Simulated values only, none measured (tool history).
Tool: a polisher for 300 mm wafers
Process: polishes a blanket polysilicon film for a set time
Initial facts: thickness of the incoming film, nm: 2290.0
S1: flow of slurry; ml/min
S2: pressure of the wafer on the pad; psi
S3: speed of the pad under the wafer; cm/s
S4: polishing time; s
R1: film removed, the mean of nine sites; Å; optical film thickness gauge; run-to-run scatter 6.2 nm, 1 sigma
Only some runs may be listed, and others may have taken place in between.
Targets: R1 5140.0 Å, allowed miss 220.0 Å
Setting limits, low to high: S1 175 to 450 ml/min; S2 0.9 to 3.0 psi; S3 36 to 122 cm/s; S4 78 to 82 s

run 1 day=0.000 | S1=290 S2=1.9 S3=78 S4=78 | R1=3297.6
run 2 day=0.054 | S1=290 S2=1.9 S3=78 S4=78 | R1=3333.3
run 3 day=0.296 | S1=290 S2=2.1 S3=78 S4=78 | R1=3593.7
run 4 day=0.492 | S1=290 S2=2.1 S3=78 S4=82 | R1=3823.4
run 5 day=0.867 | S1=290 S2=2.1 S3=78 S4=78 | R1=3707.1
run 6 day=0.988 | S1=290 S2=2.4 S3=78 S4=78 | R1=4062.8
run 7 day=1.246 | S1=290 S2=2.6 S3=78 S4=78 | R1=4401.7
run 8 day=1.300 | S1=290 S2=2.7 S3=78 S4=78 | R1=4602.8
run 9 day=1.600 | S1=290 S2=2.8 S3=78 S4=78 | R1=4887.1

4 next moves are on the table. One of them brings every result within its allowed miss. Which?
run A day=1.900 | S1=345 S2=2.3 S3=102 S4=78 | R1=?
run B day=1.900 | S1=310 S2=2.6 S3=82 S4=78 | R1=?
run C day=1.900 | S1=320 S2=3.0 S3=82 S4=80 | R1=?
run D day=1.900 | S1=205 S2=2.9 S3=88 S4=82 | R1=?

move=A R1=5134.2
move=B R1=4647.3
move=C R1=5494.7
move=D R1=5657.9
A: hits every target within its allowed miss
B: its largest miss is bigger than the last run's
C: the result that was furthest off in the last run now lies on the other side of its target
D: the result that was furthest off in the last run now lies on the other side of its target
The right move is A.
